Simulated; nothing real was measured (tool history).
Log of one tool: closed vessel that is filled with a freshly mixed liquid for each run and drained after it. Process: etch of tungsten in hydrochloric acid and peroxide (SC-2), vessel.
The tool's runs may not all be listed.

run	day	temperature setpoint of the liquid (C)	parts of water to one part each of 37 % hydrochloric acid and 30 % peroxide (parts by volume)	time in the liquid (s)	thickness taken off the tungsten on a monitor wafer (angstrom)
1	0.000	51.0	7.5	45	167.97
2	0.283	51.0	7.5	45	165.66
3	0.638	53.5	7.5	45	194.34
4	0.688	55.5	7.0	45	239.55
5	1.058	57.0	7.0	45	259.49
6	1.300	58.5	7.0	45	281.10

Predict the results of run 7:
7	1.454	60.0	7.0	45	?

Run 7 produced thickness taken off the tungsten on a monitor wafer (angstrom) 315.69.
